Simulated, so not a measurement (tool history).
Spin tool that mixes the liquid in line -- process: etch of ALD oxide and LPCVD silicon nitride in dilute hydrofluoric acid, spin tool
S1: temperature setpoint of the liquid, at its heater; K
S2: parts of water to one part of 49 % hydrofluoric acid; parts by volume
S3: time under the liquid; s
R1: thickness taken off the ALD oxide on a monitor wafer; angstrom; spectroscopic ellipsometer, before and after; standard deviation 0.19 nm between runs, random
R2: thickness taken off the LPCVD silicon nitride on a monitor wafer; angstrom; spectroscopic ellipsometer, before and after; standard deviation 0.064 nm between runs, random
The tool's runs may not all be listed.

Run 1, day 0.000: S1 297.15 K, S2 245 parts by volume, S3 180 s. Result: R1 167.67 angstrom, R2 3.5866 angstrom.
Run 2, day 0.312: S1 298.15 K, S2 230 parts by volume, S3 180 s. Result: R1 191.03 angstrom, R2 3.7420 angstrom.
Run 3, day 0.408: S1 298.15 K, S2 230 parts by volume, S3 210 s. Result: R1 219.97 angstrom, R2 3.9654 angstrom.
Run 4, day 0.567: S1 298.15 K, S2 230 parts by volume, S3 260 s. Result: R1 270.35 angstrom, R2 5.3996 angstrom.
Run 5, day 0.738: S1 298.15 K, S2 230 parts by volume, S3 220 s. Result: R1 229.62 angstrom, R2 4.2134 angstrom.
Run 6, day 0.979: S1 298.15 K, S2 230 parts by volume, S3 180 s. Result: R1 187.63 angstrom, R2 4.1138 angstrom.
Run 7, day 1.146: S1 299.15 K, S2 220 parts by volume, S3 180 s. Result: R1 206.48 angstrom, R2 5.1667 angstrom.
Run 8, day 1.325: S1 299.15 K, S2 205 parts by volume, S3 180 s. Result: R1 226.22 angstrom, R2 4.5789 angstrom.
Run 9, day 1.433: S1 303.15 K, S2 140 parts by volume, S3 185 s. Result: R1 426.13 angstrom, R2 8.6510 angstrom.
Run 10, day 1.642: S1 303.15 K, S2 140 parts by volume, S3 185 s. Result: R1 422.05 angstrom, R2 9.6653 angstrom.

What does the tool deliver on the next run?
Run 11, day 2.008: S1 302.65 K, S2 140 parts by volume, S3 185 s. Result: R1 ?, R2 ?.

Logged for run 11: R1 416.63 angstrom, R2 8.7113 angstrom.
